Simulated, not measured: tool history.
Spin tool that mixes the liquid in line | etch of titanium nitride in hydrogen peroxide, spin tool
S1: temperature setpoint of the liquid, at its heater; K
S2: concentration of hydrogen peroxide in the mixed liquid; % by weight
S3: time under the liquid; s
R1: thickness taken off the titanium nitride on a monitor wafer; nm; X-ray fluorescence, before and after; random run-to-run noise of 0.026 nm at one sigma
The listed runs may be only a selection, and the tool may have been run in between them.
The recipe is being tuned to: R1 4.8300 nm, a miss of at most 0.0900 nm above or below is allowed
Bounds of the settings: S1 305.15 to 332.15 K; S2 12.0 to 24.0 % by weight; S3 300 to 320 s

| run | hour | S1 | S2 | S3 | R1 |
|---|---|---|---|---|---|
| 1 | 0.0 | 316.15 | 16.0 | 300 | 7.1161 |
| 2 | 3.7 | 314.65 | 16.0 | 300 | 6.3735 |
| 3 | 5.4 | 313.65 | 16.0 | 300 | 5.7992 |
| 4 | 8.4 | 313.65 | 16.0 | 320 | 6.3020 |
| 5 | 13.0 | 307.65 | 16.0 | 320 | 3.9275 |
| 6 | 20.2 | 308.65 | 16.0 | 320 | 4.2499 |
| 7 | 25.5 | 309.15 | 16.0 | 320 | 4.4210 |
| 8 | 29.9 | 309.65 | 16.0 | 320 | 4.5812 |
| 9 | 34.3 | 309.65 | 16.0 | 320 | 4.6254 |

Which of these 4 next moves meets every target?
| A | 38.7 | 310.65 | 14.5 | 320 | ? |
| B | 38.7 | 309.65 | 19.0 | 300 | ? |
| C | 38.7 | 310.65 | 14.0 | 300 | ? |
| D | 38.7 | 309.65 | 16.5 | 320 | ? |

| move | R1 |
|---|---|
| A | 4.8805 |
| B | 4.4796 |
| C | 4.5419 |
| D | 4.6371 |
A: all results in spec
B: lands further from the targets than the last run did
C: lands further from the targets than the last run did
D: nearer the targets than the last run, but a result is still out of spec
Move A is the one to make.

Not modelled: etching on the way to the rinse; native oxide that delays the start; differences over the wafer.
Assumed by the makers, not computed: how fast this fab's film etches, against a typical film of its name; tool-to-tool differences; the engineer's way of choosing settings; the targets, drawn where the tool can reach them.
